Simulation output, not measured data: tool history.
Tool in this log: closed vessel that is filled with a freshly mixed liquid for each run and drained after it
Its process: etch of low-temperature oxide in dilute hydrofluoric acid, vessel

| run | hour | temperature setpoint of the liquid (C) | parts of water to one part of 49 % hydrofluoric acid (parts by volume) | time in the liquid (s) | thickness taken off the low-temperature oxide on a monitor wafer (nm) |
|---|---|---|---|---|---|
| 1 | 0 | 24 | 140 | 30 | 4.0698 |
| 2 | 4.4 | 25.5 | 140 | 30 | 4.3072 |
| 3 | 10.1 | 26.5 | 140 | 30 | 4.4688 |
| 4 | 17.4 | 29 | 140 | 30 | 4.931 |
| 5 | 20.9 | 29 | 115 | 30 | 6.1829 |
| 6 | 27.9 | 29 | 85 | 30 | 8.6552 |
| 7 | 28.7 | 25 | 90 | 30 | 7.0036 |
| 8 | 36.4 | 24.5 | 90 | 30 | 6.8442 |
| 9 | 43.4 | 24 | 90 | 30 | 6.7174 |

What does the tool deliver on the next run?
| 10 | 46.2 | 23.5 | 90 | 30 | ? |

Logged for run 10: thickness taken off the low-temperature oxide on a monitor wafer (nm) 6.5841.

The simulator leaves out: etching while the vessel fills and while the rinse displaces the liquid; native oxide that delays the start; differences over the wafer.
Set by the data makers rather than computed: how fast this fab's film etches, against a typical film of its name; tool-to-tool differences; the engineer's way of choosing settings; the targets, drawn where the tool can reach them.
